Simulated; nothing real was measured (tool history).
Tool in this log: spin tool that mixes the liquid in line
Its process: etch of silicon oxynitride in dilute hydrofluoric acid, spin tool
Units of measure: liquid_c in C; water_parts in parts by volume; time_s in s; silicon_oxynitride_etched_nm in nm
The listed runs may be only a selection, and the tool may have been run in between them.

run  hour  liquid_c  water_parts  time_s  silicon_oxynitride_etched_nm
  1   0.0      23.0          170      90                        1.5242
  2   2.3      25.5          165      90                        1.7995
  3   3.5      25.5          165      70                        1.3831
  4   5.7      27.0          145      70                        1.7282
  5  13.9      30.0          145      70                        1.9514
  6  16.7      28.0          145      70                        1.7637

Predict the results of run 7:
  7  18.6      29.0          135      70                             ?

{"run 7": {"silicon_oxynitride_etched_nm": 2.0112}}
